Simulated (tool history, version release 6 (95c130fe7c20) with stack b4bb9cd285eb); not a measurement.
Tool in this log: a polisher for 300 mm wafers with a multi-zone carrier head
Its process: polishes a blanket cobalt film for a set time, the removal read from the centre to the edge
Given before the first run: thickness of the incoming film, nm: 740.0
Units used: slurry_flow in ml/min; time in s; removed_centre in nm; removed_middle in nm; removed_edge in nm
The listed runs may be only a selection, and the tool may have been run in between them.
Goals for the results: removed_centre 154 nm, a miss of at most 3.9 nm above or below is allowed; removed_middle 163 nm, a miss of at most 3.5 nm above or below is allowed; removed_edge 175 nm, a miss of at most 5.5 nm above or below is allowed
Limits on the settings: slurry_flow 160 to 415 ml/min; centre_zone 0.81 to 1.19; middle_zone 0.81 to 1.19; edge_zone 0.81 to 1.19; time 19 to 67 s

run 1 hour=0 | slurry_flow=265 centre_zone=1 middle_zone=1 edge_zone=1 time=43 | removed_centre=126.86 removed_middle=128.94 removed_edge=130.07
run 2 hour=5.3 | slurry_flow=270 centre_zone=1 middle_zone=1 edge_zone=1.02 time=44 | removed_centre=128.41 removed_middle=131.18 removed_edge=136.35
run 3 hour=6.9 | slurry_flow=280 centre_zone=1.01 middle_zone=1.01 edge_zone=1.04 time=45 | removed_centre=133.54 removed_middle=137.28 removed_edge=140.5
run 4 hour=13.5 | slurry_flow=285 centre_zone=1.01 middle_zone=1.01 edge_zone=1.06 time=46 | removed_centre=136.02 removed_middle=140.93 removed_edge=144.56
run 5 hour=20.3 | slurry_flow=285 centre_zone=1.01 middle_zone=0.96 edge_zone=1.06 time=46 | removed_centre=135.43 removed_middle=133.16 removed_edge=140.94
run 6 hour=23.3 | slurry_flow=285 centre_zone=1.01 middle_zone=0.92 edge_zone=1.06 time=46 | removed_centre=137.68 removed_middle=128.78 removed_edge=144.43
run 7 hour=27.4 | slurry_flow=285 centre_zone=1.01 middle_zone=0.93 edge_zone=1.07 time=47 | removed_centre=139.54 removed_middle=134.65 removed_edge=148.09
run 8 hour=33.3 | slurry_flow=285 centre_zone=1.01 middle_zone=0.94 edge_zone=1.08 time=48 | removed_centre=142.52 removed_middle=137.52 removed_edge=152.95
run 9 hour=35.1 | slurry_flow=285 centre_zone=1.01 middle_zone=0.95 edge_zone=1.09 time=48 | removed_centre=144.4 removed_middle=137.78 removed_edge=152.41
run 10 hour=37.5 | slurry_flow=335 centre_zone=0.93 middle_zone=1.04 edge_zone=1.19 time=53 | removed_centre=148.8 removed_middle=168.49 removed_edge=174.76

Exactly one of the 5 candidate moves below puts every result within its allowed miss. Which one?
run A hour=39.9 | slurry_flow=275 centre_zone=0.95 middle_zone=1.04 edge_zone=1.03 time=52 | removed_centre=? removed_middle=? removed_edge=?
run B hour=39.9 | slurry_flow=385 centre_zone=0.97 middle_zone=1.11 edge_zone=1.14 time=50 | removed_centre=? removed_middle=? removed_edge=?
run C hour=39.9 | slurry_flow=340 centre_zone=0.94 middle_zone=0.86 edge_zone=1.19 time=57 | removed_centre=? removed_middle=? removed_edge=?
run D hour=39.9 | slurry_flow=355 centre_zone=0.98 middle_zone=1.06 edge_zone=1.13 time=50 | removed_centre=? removed_middle=? removed_edge=?
run E hour=39.9 | slurry_flow=375 centre_zone=0.98 middle_zone=1.02 edge_zone=1.19 time=52 | removed_centre=? removed_middle=? removed_edge=?

move=A removed_centre=146.17 removed_middle=162.02 removed_edge=160.92
move=B removed_centre=148.79 removed_middle=170.02 removed_edge=165.75
move=C removed_centre=162.16 removed_middle=154.78 removed_edge=191.84
move=D removed_centre=149.18 removed_middle=162.37 removed_edge=164.35
move=E removed_centre=155.89 removed_middle=164.17 removed_edge=175.76
A: the worst result of the last run now meets its target, but another is out of spec
B: misses by more than the last run did
C: takes the result that was furthest off past its target
D: the worst result of the last run now meets its target, but another is out of spec
E: all results land within tolerance of their targets
Correct choice: E, which meets every target
